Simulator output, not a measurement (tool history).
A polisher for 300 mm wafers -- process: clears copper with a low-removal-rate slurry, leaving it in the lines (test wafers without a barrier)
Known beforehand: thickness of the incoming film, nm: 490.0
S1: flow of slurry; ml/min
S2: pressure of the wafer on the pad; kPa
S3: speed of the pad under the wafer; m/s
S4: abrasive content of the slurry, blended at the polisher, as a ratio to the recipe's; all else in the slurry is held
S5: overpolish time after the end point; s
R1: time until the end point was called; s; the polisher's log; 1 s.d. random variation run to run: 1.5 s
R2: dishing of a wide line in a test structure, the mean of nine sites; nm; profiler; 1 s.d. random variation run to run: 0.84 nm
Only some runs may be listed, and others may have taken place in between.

run,hour,S1,S2,S3,S4,S5,R1,R2
1,0,280,24.8,1.36,1,26,77.223,65.856
2,2.7,280,23.4,1.36,1,23,81.151,57.973
3,11.5,280,23.4,1.1,1,23,98.345,53.344
4,20.4,280,23.4,1.1,1.2,23,95.238,54.97
5,21.5,280,23.4,1.1,1.2,14,96.429,40.4
6,26.3,280,23.4,0.84,1.2,14,122.87,34.344
7,32.2,280,24.1,0.84,1.2,15,121.74,34.662
8,37.2,280,24.8,0.86,1.2,16,114.51,39.455

Estimate the outcome of run 9 from the log above:
9,41.3,280,25.5,0.86,1.2,17,?,?

{"run 9": {"R1": 115.34, "R2": 42.753}}

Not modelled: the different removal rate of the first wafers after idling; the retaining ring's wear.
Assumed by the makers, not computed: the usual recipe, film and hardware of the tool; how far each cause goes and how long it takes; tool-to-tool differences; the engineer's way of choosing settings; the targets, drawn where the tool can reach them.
